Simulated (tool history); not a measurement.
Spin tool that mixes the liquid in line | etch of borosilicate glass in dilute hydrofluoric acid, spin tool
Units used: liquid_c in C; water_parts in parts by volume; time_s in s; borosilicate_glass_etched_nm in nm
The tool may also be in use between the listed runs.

Run 1, day 0: liquid_c 21 C, water_parts 65 parts by volume, time_s 15 s. Result: borosilicate_glass_etched_nm 9.2125 nm.
Run 2, day 0.296: liquid_c 18.5 C, water_parts 65 parts by volume, time_s 15 s. Result: borosilicate_glass_etched_nm 8.3178 nm.
Run 3, day 0.479: liquid_c 18.5 C, water_parts 50 parts by volume, time_s 15 s. Result: borosilicate_glass_etched_nm 11 nm.
Run 4, day 0.738: liquid_c 21 C, water_parts 50 parts by volume, time_s 15 s. Result: borosilicate_glass_etched_nm 12.19 nm.
Run 5, day 0.9: liquid_c 23 C, water_parts 50 parts by volume, time_s 15 s. Result: borosilicate_glass_etched_nm 13.148 nm.
Run 6, day 0.971: liquid_c 23 C, water_parts 50 parts by volume, time_s 15 s. Result: borosilicate_glass_etched_nm 13.181 nm.
Run 7, day 1.238: liquid_c 24.5 C, water_parts 50 parts by volume, time_s 15 s. Result: borosilicate_glass_etched_nm 14.046 nm.

What will run 8 give?
Run 8, day 1.579: liquid_c 25.5 C, water_parts 50 parts by volume, time_s 15 s. Result: borosilicate_glass_etched_nm ?.

{"run 8": {"borosilicate_glass_etched_nm": 14.615}}

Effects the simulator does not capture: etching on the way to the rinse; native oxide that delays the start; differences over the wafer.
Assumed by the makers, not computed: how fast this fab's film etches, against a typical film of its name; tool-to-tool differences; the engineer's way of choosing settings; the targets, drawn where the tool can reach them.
